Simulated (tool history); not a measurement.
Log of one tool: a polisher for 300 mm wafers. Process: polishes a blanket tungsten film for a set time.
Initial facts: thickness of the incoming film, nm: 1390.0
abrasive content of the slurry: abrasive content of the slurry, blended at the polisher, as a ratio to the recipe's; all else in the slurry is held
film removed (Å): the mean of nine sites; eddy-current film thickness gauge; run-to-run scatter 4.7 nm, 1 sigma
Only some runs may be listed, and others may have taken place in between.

run  hour  flow of slurry (ml/min)  pressure of the wafer on the pad (kPa)  speed of the pad under the wafer (m/s)  abrasive content of the slurry  polishing time (s)  film removed (Å)
  1     0                      170                                    19.3                                     1.2                               1                  73            2558.9
  2   2.1                      170                                    22.1                                    1.22                               1                  73            2826.5
  3   4.4                      170                                    24.1                                    1.22                               1                  73            3033.9
  4     8                      170                                    26.2                                    1.24                               1                  73            3339.9
  5  15.9                      170                                    26.2                                     1.1                               1                  73            2906.8
  6  22.7                      170                                    26.2                                     1.1                               1                  73            2932.2

Run 7 comes next. What will it give?
  7  27.9                      170                                    27.6                                    1.16                               1                  73                 ?

Run 7 came out at film removed (Å) 3212.3.
